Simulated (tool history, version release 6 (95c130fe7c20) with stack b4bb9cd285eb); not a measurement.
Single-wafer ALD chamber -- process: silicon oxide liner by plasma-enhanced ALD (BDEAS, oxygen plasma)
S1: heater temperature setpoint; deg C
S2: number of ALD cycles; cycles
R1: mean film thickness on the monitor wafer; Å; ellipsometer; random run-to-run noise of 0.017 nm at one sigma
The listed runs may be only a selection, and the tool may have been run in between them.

run    day   S1  S2      R1
  1      0  320  85  78.514
  2  0.283  321  79  72.712
  3  0.646  321  68  62.888
  4    0.8  311  68  63.537
  5  0.988  311  66  61.919
  6  1.096  303  66  62.179

Run 7 comes next. What will it give?
  7  1.288  303  66   ?

For run 7 the tool returned R1 62.261 Å.
